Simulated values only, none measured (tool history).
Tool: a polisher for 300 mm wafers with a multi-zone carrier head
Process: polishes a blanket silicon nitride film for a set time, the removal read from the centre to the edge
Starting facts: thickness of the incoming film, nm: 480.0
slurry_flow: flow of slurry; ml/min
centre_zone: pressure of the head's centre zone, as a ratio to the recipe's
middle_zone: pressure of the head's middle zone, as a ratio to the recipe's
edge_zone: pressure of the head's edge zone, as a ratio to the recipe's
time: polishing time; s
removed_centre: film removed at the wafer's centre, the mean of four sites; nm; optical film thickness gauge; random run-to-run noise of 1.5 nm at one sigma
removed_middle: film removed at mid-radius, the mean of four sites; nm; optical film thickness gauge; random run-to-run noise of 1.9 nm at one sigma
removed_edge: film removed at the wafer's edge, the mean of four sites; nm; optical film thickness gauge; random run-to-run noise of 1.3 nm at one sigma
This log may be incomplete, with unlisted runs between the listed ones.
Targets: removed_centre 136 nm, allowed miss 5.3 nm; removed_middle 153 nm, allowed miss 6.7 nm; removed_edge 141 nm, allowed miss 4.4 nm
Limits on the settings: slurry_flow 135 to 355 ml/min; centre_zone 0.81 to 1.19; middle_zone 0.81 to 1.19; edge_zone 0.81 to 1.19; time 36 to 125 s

{"run": 1, "hour": 0.0, "slurry_flow": 225, "centre_zone": 1, "middle_zone": 1, "edge_zone": 1, "time": 80, "removed_centre": 105.21, "removed_middle": 109.68, "removed_edge": 106.88}
{"run": 2, "hour": 7.6, "slurry_flow": 185, "centre_zone": 1, "middle_zone": 1, "edge_zone": 1, "time": 80, "removed_centre": 102.12, "removed_middle": 103.6, "removed_edge": 106.75}
{"run": 3, "hour": 15.7, "slurry_flow": 185, "centre_zone": 1, "middle_zone": 1.04, "edge_zone": 1, "time": 80, "removed_centre": 101.27, "removed_middle": 106.05, "removed_edge": 105.74}
{"run": 4, "hour": 19.7, "slurry_flow": 185, "centre_zone": 1, "middle_zone": 1.04, "edge_zone": 0.93, "time": 80, "removed_centre": 101.42, "removed_middle": 107.58, "removed_edge": 102.04}
{"run": 5, "hour": 27.6, "slurry_flow": 185, "centre_zone": 1, "middle_zone": 0.99, "edge_zone": 0.93, "time": 80, "removed_centre": 100.63, "removed_middle": 102.6, "removed_edge": 102.66}
{"run": 6, "hour": 31.1, "slurry_flow": 185, "centre_zone": 1, "middle_zone": 0.99, "edge_zone": 0.93, "time": 62, "removed_centre": 78.415, "removed_middle": 81.278, "removed_edge": 78.929}
{"run": 7, "hour": 38.5, "slurry_flow": 200, "centre_zone": 1, "middle_zone": 1.03, "edge_zone": 0.97, "time": 72, "removed_centre": 91.117, "removed_middle": 95.37, "removed_edge": 94.531}
{"run": 8, "hour": 47.4, "slurry_flow": 265, "centre_zone": 1.02, "middle_zone": 1.13, "edge_zone": 0.99, "time": 94, "removed_centre": 128.18, "removed_middle": 141.58, "removed_edge": 127.54}
{"run": 9, "hour": 49.5, "slurry_flow": 265, "centre_zone": 1.02, "middle_zone": 1.13, "edge_zone": 0.99, "time": 94, "removed_centre": 127.6, "removed_middle": 141.88, "removed_edge": 128.69}
{"run": 10, "hour": 55.1, "slurry_flow": 270, "centre_zone": 1.02, "middle_zone": 1.14, "edge_zone": 1.01, "time": 95, "removed_centre": 127.9, "removed_middle": 142.9, "removed_edge": 132.61}
{"run": 11, "hour": 57.4, "slurry_flow": 280, "centre_zone": 1.03, "middle_zone": 1.15, "edge_zone": 1.02, "time": 96, "removed_centre": 134, "removed_middle": 145.14, "removed_edge": 133.15}

Which one of the following 4 next-run settings gets every result inside its allowed miss? There is exactly one.
{"run": "A", "hour": 59.7, "slurry_flow": 295, "centre_zone": 1.19, "middle_zone": 1.11, "edge_zone": 1.03, "time": 88, "removed_centre": "?", "removed_middle": "?", "removed_edge": "?"}
{"run": "B", "hour": 59.7, "slurry_flow": 335, "centre_zone": 1.12, "middle_zone": 1.13, "edge_zone": 1.14, "time": 88, "removed_centre": "?", "removed_middle": "?", "removed_edge": "?"}
{"run": "C", "hour": 59.7, "slurry_flow": 275, "centre_zone": 1.1, "middle_zone": 1.19, "edge_zone": 0.88, "time": 94, "removed_centre": "?", "removed_middle": "?", "removed_edge": "?"}
{"run": "D", "hour": 59.7, "slurry_flow": 250, "centre_zone": 1.01, "middle_zone": 1.14, "edge_zone": 1.02, "time": 102, "removed_centre": "?", "removed_middle": "?", "removed_edge": "?"}

move=A removed_centre=139.03 removed_middle=130.88 removed_edge=125.79
move=B removed_centre=133.82 removed_middle=134.3 removed_edge=133.6
move=C removed_centre=137.75 removed_middle=146.26 removed_edge=123.92
move=D removed_centre=137.3 removed_middle=151.96 removed_edge=142.98
A: moves away from the targets compared with the last run
B: moves away from the targets compared with the last run
C: moves away from the targets compared with the last run
D: hits every target within its allowed miss
Answer: D
